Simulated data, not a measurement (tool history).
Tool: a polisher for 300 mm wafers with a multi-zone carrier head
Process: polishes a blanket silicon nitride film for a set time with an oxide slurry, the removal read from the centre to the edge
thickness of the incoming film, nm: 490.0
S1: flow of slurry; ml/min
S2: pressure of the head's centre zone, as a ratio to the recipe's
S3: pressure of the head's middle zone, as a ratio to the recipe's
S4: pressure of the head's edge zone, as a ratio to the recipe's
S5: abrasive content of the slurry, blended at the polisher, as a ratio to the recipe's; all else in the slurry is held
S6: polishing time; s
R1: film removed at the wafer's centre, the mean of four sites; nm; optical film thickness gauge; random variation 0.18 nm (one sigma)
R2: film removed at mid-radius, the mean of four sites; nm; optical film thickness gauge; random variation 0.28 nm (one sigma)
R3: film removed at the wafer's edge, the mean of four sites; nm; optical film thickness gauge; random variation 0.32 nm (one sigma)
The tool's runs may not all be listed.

run 1 day=0.000 | S1=275 S2=1.00 S3=1.00 S4=1.00 S5=1.00 S6=50 | R1=30.936 R2=28.820 R3=30.001
run 2 day=0.100 | S1=275 S2=1.00 S3=1.06 S4=1.00 S5=1.00 S6=50 | R1=31.232 R2=30.361 R3=30.226
run 3 day=0.258 | S1=265 S2=0.95 S3=1.07 S4=0.99 S5=0.95 S6=50 | R1=28.759 R2=29.718 R3=29.047
run 4 day=0.358 | S1=255 S2=0.91 S3=1.08 S4=0.99 S5=0.95 S6=50 | R1=27.501 R2=29.607 R3=29.046
run 5 day=0.567 | S1=245 S2=0.88 S3=1.10 S4=0.99 S5=0.95 S6=50 | R1=26.176 R2=30.521 R3=28.462
run 6 day=0.850 | S1=235 S2=0.86 S3=1.10 S4=0.99 S5=0.95 S6=50 | R1=25.541 R2=30.300 R3=29.491

Forecast run 7:
run 7 day=1.104 | S1=235 S2=0.85 S3=1.10 S4=0.97 S5=0.95 S6=50 | R1=? R2=? R3=?

R1: 25.011 nm
R2: 29.910 nm
R3: 28.634 nm
